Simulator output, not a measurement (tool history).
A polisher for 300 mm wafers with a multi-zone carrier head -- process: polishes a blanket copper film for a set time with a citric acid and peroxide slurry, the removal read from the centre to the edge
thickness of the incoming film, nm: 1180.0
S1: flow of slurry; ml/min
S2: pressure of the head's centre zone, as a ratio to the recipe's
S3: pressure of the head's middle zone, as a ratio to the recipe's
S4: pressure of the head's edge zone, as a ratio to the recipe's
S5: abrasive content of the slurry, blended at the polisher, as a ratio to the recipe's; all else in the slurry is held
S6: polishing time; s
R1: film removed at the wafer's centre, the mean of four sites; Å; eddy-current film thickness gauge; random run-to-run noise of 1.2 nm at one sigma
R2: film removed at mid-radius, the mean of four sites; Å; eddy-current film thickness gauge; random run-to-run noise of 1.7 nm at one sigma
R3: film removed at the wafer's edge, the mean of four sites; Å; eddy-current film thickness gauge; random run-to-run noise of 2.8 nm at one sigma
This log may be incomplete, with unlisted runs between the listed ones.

run 1 hour=0.0 | S1=205 S2=1.00 S3=1.00 S4=1.00 S5=1.00 S6=44 | R1=1343.8 R2=1349.3 R3=1327.5
run 2 hour=6.9 | S1=205 S2=1.00 S3=1.05 S4=1.00 S5=1.00 S6=44 | R1=1332.9 R2=1402.8 R3=1321.0
run 3 hour=7.9 | S1=210 S2=1.01 S3=1.02 S4=1.05 S5=1.15 S6=46 | R1=1470.3 R2=1482.6 R3=1460.1
run 4 hour=11.1 | S1=210 S2=1.01 S3=0.95 S4=1.05 S5=1.15 S6=46 | R1=1483.1 R2=1377.4 R3=1482.4
run 5 hour=17.4 | S1=215 S2=1.01 S3=0.95 S4=1.09 S5=1.25 S6=48 | R1=1573.8 R2=1475.8 R3=1584.0
run 6 hour=23.6 | S1=215 S2=1.01 S3=0.94 S4=1.12 S5=1.30 S6=50 | R1=1645.0 R2=1553.4 R3=1686.4
run 7 hour=30.8 | S1=225 S2=1.01 S3=0.93 S4=1.14 S5=1.35 S6=51 | R1=1703.8 R2=1582.3 R3=1799.4

Run 8 comes next. What will it give?
run 8 hour=33.5 | S1=240 S2=1.02 S3=0.94 S4=1.15 S5=1.40 S6=51 | R1=? R2=? R3=?

R1: 1732.0 Å
R2: 1650.0 Å
R3: 1771.9 Å
